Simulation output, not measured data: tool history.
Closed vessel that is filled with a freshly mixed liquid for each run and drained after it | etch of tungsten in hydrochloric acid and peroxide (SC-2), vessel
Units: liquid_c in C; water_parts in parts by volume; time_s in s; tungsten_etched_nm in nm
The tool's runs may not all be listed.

{"run": 1, "day": 0.0, "liquid_c": 54, "water_parts": 5.5, "time_s": 100, "tungsten_etched_nm": 28.035}
{"run": 2, "day": 0.138, "liquid_c": 53.5, "water_parts": 5.5, "time_s": 100, "tungsten_etched_nm": 27.213}
{"run": 3, "day": 0.283, "liquid_c": 49, "water_parts": 5.5, "time_s": 100, "tungsten_etched_nm": 20.176}
{"run": 4, "day": 0.371, "liquid_c": 55.5, "water_parts": 5.5, "time_s": 100, "tungsten_etched_nm": 31.062}
{"run": 5, "day": 0.658, "liquid_c": 55, "water_parts": 5.5, "time_s": 100, "tungsten_etched_nm": 29.773}
{"run": 6, "day": 0.996, "liquid_c": 54.5, "water_parts": 5.5, "time_s": 100, "tungsten_etched_nm": 29.291}

Forecast run 7:
{"run": 7, "day": 1.029, "liquid_c": 54, "water_parts": 5.5, "time_s": 100, "tungsten_etched_nm": "?"}

{"run 7": {"tungsten_etched_nm": 27.694}}
